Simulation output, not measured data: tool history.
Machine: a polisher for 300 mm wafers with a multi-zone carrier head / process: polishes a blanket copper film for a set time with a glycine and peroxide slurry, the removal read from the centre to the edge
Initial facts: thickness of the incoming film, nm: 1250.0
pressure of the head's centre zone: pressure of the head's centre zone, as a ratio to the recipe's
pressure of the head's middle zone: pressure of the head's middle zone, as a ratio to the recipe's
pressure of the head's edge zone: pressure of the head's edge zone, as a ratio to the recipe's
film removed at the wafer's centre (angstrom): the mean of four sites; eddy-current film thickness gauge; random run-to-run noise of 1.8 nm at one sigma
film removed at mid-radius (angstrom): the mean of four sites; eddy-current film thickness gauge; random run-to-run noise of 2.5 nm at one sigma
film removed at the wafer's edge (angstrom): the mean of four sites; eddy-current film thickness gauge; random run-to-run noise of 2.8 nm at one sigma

run  hour  flow of slurry (ml/min)  pressure of the head's centre zone  pressure of the head's middle zone  pressure of the head's edge zone  polishing time (s)  film removed at the wafer's centre (angstrom)  film removed at mid-radius (angstrom)  film removed at the wafer's edge (angstrom)
  1   0.0                      130                                1.00                                1.00                              1.00                  51                                         2299.9                                 2297.9                                       2302.6
  2   8.7                      130                                1.00                                0.97                              1.00                  51                                         2309.7                                 2207.7                                       2296.1
  3  11.8                      110                                1.00                                0.97                              1.00                  51                                         2183.6                                 2188.2                                       2222.8
  4  12.7                      110                                1.04                                0.97                              1.00                  51                                         2291.8                                 2178.4                                       2214.3
  5  18.0                      110                                1.04                                0.97                              1.00                  42                                         1910.9                                 1816.7                                       1867.2
  6  23.4                      110                                1.04                                0.97                              0.92                  42                                         1889.0                                 1801.6                                       1805.2
  7  25.0                      115                                1.02                                0.98                              0.96                  45                                         2018.7                                 1977.0                                       1954.7
  8  29.8                      125                                1.01                                0.99                              0.99                  47                                         2126.7                                 2098.6                                       2074.6
  9  35.5                      125                                1.00                                0.99                              1.01                  49                                         2167.5                                 2201.7                                       2145.0
 10  38.7                      125                                0.99                                0.98                              1.02                  52                                         2270.6                                 2275.4                                       2342.6

Run 11 comes next. What will it give?
 11  40.0                      130                                0.98                                0.99                              1.04                  53                                              ?                                      ?                                            ?

Run 11 measured film removed at the wafer's centre (angstrom) 2335.8, film removed at mid-radius (angstrom) 2378.5, film removed at the wafer's edge (angstrom) 2429.3.
